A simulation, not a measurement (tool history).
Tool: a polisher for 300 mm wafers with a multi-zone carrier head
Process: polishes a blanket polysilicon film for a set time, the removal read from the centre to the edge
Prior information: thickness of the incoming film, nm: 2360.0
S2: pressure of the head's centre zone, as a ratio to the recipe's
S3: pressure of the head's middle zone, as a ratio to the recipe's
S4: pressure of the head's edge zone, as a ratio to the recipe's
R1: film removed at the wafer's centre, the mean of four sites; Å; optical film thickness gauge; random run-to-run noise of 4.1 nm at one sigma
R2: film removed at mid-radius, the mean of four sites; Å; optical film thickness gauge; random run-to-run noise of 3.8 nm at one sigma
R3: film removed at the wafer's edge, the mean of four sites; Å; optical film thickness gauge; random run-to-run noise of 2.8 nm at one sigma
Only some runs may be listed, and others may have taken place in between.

run 1 hour=0.0 | flow_of_slurry_(ml/min)=265 S2=1.00 S3=1.00 S4=1.00 polishing_time_(s)=50 | R1=2704.6 R2=2609.8 R3=2673.3
run 2 hour=3.8 | flow_of_slurry_(ml/min)=225 S2=1.00 S3=1.00 S4=1.00 polishing_time_(s)=50 | R1=2679.1 R2=2600.6 R3=2633.8
run 3 hour=11.8 | flow_of_slurry_(ml/min)=225 S2=1.00 S3=0.94 S4=1.00 polishing_time_(s)=50 | R1=2655.7 R2=2485.5 R3=2642.7
run 4 hour=13.5 | flow_of_slurry_(ml/min)=230 S2=1.01 S3=0.94 S4=1.03 polishing_time_(s)=52 | R1=2767.0 R2=2559.1 R3=2819.0
run 5 hour=22.4 | flow_of_slurry_(ml/min)=235 S2=1.03 S3=0.95 S4=1.05 polishing_time_(s)=53 | R1=2923.4 R2=2619.2 R3=2860.8
run 6 hour=27.8 | flow_of_slurry_(ml/min)=235 S2=1.03 S3=0.95 S4=1.05 polishing_time_(s)=45 | R1=2423.0 R2=2252.9 R3=2452.2
run 7 hour=35.2 | flow_of_slurry_(ml/min)=240 S2=1.04 S3=0.95 S4=1.07 polishing_time_(s)=48 | R1=2708.5 R2=2379.4 R3=2597.6
run 8 hour=38.9 | flow_of_slurry_(ml/min)=245 S2=1.03 S3=0.95 S4=1.08 polishing_time_(s)=50 | R1=2747.0 R2=2508.2 R3=2764.9
run 9 hour=44.4 | flow_of_slurry_(ml/min)=255 S2=1.04 S3=0.95 S4=1.10 polishing_time_(s)=52 | R1=2905.6 R2=2610.4 R3=2935.0

Run 10 comes next. What will it give?
run 10 hour=49.0 | flow_of_slurry_(ml/min)=265 S2=1.05 S3=0.96 S4=1.12 polishing_time_(s)=53 | R1=? R2=? R3=?

R1: 2946.0 Å
R2: 2764.6 Å
R3: 2977.9 Å
